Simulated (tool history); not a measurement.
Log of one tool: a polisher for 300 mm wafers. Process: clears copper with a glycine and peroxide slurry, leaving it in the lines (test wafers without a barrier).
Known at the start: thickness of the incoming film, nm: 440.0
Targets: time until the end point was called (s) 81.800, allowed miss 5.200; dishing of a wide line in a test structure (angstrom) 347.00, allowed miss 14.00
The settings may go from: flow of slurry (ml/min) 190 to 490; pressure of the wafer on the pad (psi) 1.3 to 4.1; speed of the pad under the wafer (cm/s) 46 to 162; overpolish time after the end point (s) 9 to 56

run	hour	flow of slurry (ml/min)	pressure of the wafer on the pad (psi)	speed of the pad under the wafer (cm/s)	overpolish time after the end point (s)	time until the end point was called (s)	dishing of a wide line in a test structure (angstrom)
1	0.0	315	2.7	104	29	76.442	809.71
2	6.8	315	2.7	82	29	95.564	738.83
3	10.1	315	2.1	82	29	108.350	656.90
4	15.0	345	2.1	82	29	111.160	670.84
5	19.1	345	2.1	72	29	123.270	640.04
6	23.1	305	1.9	82	24	116.270	563.03
7	29.2	275	1.7	92	20	118.430	476.28
8	35.6	250	1.6	108	17	113.370	440.60
9	42.8	250	1.6	108	17	113.150	445.33
10	49.0	235	1.5	122	15	105.350	409.94
11	57.1	225	1.5	132	13	105.570	384.58
12	60.6	215	1.6	140	12	90.545	387.43
13	63.3	210	1.6	146	11	89.913	367.06
14	70.9	210	1.6	146	11	91.448	365.01
15	79.1	260	1.3	162	9	96.048	304.27
16	88.0	255	1.4	162	9	90.531	317.78
17	96.1	255	1.5	162	9	86.991	321.17

Which of these 4 next moves meets every target?
A	104.2	275	1.3	162	9	?	?
B	104.2	265	1.4	162	9	?	?
C	104.2	210	1.9	142	9	?	?
D	104.2	290	1.3	162	9	?	?

move	time until the end point was called (s)	dishing of a wide line in a test structure (angstrom)
A	94.245	298.23
B	89.857	310.96
C	82.575	337.80
D	93.712	299.64
A: further off than the last run
B: further off than the last run
C: meets every target
D: further off than the last run
Answer: C
